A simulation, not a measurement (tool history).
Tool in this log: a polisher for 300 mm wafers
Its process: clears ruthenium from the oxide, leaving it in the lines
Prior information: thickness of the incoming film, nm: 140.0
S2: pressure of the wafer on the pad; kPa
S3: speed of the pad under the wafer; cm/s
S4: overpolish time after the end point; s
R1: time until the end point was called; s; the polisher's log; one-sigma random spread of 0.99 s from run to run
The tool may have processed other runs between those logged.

run 1 hour=0.0 | flow_of_slurry_(ml/min)=240 S2=15.2 S3=116 S4=36 | R1=90.749
run 2 hour=7.3 | flow_of_slurry_(ml/min)=240 S2=16.5 S3=118 S4=36 | R1=82.437
run 3 hour=8.1 | flow_of_slurry_(ml/min)=240 S2=16.5 S3=118 S4=38 | R1=82.269
run 4 hour=15.8 | flow_of_slurry_(ml/min)=240 S2=17.2 S3=118 S4=38 | R1=78.830
run 5 hour=23.6 | flow_of_slurry_(ml/min)=240 S2=17.2 S3=96 S4=38 | R1=97.996
run 6 hour=30.1 | flow_of_slurry_(ml/min)=280 S2=17.2 S3=96 S4=38 | R1=96.399
run 7 hour=38.5 | flow_of_slurry_(ml/min)=280 S2=21.4 S3=102 S4=38 | R1=73.751
run 8 hour=47.4 | flow_of_slurry_(ml/min)=280 S2=22.1 S3=102 S4=38 | R1=69.361

Run 9, settings as shown, results not yet in. Your forecast:
run 9 hour=55.6 | flow_of_slurry_(ml/min)=280 S2=22.8 S3=102 S4=38 | R1=?

R1: 69.288 s
